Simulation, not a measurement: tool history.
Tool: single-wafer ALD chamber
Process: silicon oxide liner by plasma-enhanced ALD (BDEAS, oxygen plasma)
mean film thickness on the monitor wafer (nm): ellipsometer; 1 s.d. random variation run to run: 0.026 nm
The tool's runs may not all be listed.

| run | hour | heater temperature setpoint (K) | number of ALD cycles (cycles) | mean film thickness on the monitor wafer (nm) |
|---|---|---|---|---|
| 1 | 0 | 588.15 | 79 | 6.2537 |
| 2 | 8.2 | 588.15 | 76 | 6.0457 |
| 3 | 9.6 | 588.15 | 74 | 5.858 |
| 4 | 12.6 | 588.15 | 72 | 5.7428 |
| 5 | 14.8 | 595.15 | 72 | 5.6356 |
| 6 | 22 | 596.15 | 71 | 5.5523 |
| 7 | 26.7 | 597.15 | 70 | 5.4127 |
| 8 | 31.3 | 598.15 | 69 | 5.4245 |
| 9 | 34.7 | 598.15 | 56 | 4.3304 |
| 10 | 36.6 | 598.15 | 57 | 4.4457 |
| 11 | 43.6 | 598.15 | 58 | 4.4856 |

Predict the results of run 12:
| 12 | 48.4 | 596.15 | 65 | ? |

{"run 12": {"mean film thickness on the monitor wafer (nm)": 5.1395}}

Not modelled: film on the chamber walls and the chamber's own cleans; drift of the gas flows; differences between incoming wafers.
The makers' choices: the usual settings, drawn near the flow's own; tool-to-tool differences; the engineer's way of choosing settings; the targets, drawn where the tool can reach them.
